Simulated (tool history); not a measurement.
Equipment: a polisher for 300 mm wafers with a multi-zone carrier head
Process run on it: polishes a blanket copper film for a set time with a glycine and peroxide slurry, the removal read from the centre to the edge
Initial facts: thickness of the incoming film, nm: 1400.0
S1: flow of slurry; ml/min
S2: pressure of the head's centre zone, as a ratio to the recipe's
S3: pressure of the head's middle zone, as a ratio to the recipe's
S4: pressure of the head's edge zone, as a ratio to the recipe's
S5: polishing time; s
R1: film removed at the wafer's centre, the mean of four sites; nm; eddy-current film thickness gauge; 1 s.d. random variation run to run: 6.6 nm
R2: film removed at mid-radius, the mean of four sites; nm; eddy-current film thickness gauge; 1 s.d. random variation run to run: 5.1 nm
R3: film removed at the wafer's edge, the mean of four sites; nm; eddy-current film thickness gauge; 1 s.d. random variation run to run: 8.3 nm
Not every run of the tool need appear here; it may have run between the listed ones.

{"run": 1, "hour": 0.0, "S1": 145, "S2": 1.0, "S3": 1.0, "S4": 1.0, "S5": 64, "R1": 410.98, "R2": 407.97, "R3": 419.31}
{"run": 2, "hour": 2.8, "S1": 150, "S2": 1.0, "S3": 1.01, "S4": 1.02, "S5": 66, "R1": 429.3, "R2": 433.67, "R3": 425.89}
{"run": 3, "hour": 4.6, "S1": 145, "S2": 0.99, "S3": 1.01, "S4": 1.02, "S5": 69, "R1": 445.53, "R2": 446.24, "R3": 448.88}
{"run": 4, "hour": 7.3, "S1": 145, "S2": 1.07, "S3": 1.01, "S4": 1.02, "S5": 69, "R1": 481.18, "R2": 437.62, "R3": 456.31}
{"run": 5, "hour": 8.1, "S1": 175, "S2": 1.07, "S3": 1.01, "S4": 1.02, "S5": 69, "R1": 505.06, "R2": 456.44, "R3": 462.39}
{"run": 6, "hour": 13.6, "S1": 175, "S2": 1.13, "S3": 1.01, "S4": 1.02, "S5": 69, "R1": 524.74, "R2": 452.54, "R3": 456.7}
{"run": 7, "hour": 22.5, "S1": 175, "S2": 1.11, "S3": 1.02, "S4": 1.04, "S5": 70, "R1": 516.61, "R2": 469.62, "R3": 468.8}
{"run": 8, "hour": 31.4, "S1": 175, "S2": 1.1, "S3": 1.02, "S4": 1.06, "S5": 71, "R1": 523.73, "R2": 468.9, "R3": 484.56}
{"run": 9, "hour": 39.0, "S1": 175, "S2": 1.09, "S3": 1.03, "S4": 1.07, "S5": 72, "R1": 530.41, "R2": 481.7, "R3": 482.65}
{"run": 10, "hour": 40.2, "S1": 175, "S2": 1.07, "S3": 1.03, "S4": 1.08, "S5": 74, "R1": 526.63, "R2": 508.55, "R3": 509.36}
{"run": 11, "hour": 41.2, "S1": 175, "S2": 1.06, "S3": 1.03, "S4": 1.09, "S5": 75, "R1": 524.2, "R2": 497.21, "R3": 515.5}
{"run": 12, "hour": 48.1, "S1": 175, "S2": 1.05, "S3": 1.04, "S4": 1.1, "S5": 76, "R1": 544.4, "R2": 524.62, "R3": 521.85}
{"run": 13, "hour": 53.4, "S1": 175, "S2": 1.04, "S3": 1.04, "S4": 1.11, "S5": 77, "R1": 550.6, "R2": 517.51, "R3": 545.85}
{"run": 14, "hour": 59.2, "S1": 180, "S2": 1.03, "S3": 1.05, "S4": 1.12, "S5": 77, "R1": 536.25, "R2": 532.84, "R3": 544.21}
{"run": 15, "hour": 67.7, "S1": 185, "S2": 1.02, "S3": 1.05, "S4": 1.13, "S5": 77, "R1": 525.24, "R2": 532.69, "R3": 532.15}

For run 16, what comes out?
{"run": 16, "hour": 74.6, "S1": 185, "S2": 1.01, "S3": 1.05, "S4": 1.13, "S5": 78, "R1": "?", "R2": "?", "R3": "?"}

{"run 16": {"R1": 547.45, "R2": 529.27, "R3": 541.37}}
